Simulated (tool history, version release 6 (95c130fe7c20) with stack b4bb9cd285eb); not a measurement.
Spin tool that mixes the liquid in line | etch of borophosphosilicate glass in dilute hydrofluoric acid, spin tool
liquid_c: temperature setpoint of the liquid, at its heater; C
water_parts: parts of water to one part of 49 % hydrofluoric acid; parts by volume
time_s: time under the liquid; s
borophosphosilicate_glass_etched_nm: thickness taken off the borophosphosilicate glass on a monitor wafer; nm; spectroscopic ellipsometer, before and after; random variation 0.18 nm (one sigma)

run	hour	liquid_c	water_parts	time_s	borophosphosilicate_glass_etched_nm
1	0	24	185	50	11.417
2	5	26.5	170	50	13.882
3	10.8	26.5	170	50	13.708
4	13.2	26.5	135	50	17.972
5	14.5	27.5	135	50	18.58
6	18.4	27.5	135	50	18.67

Forecast run 7:
7	19.4	28	135	50	?

borophosphosilicate_glass_etched_nm: 19.164 nm
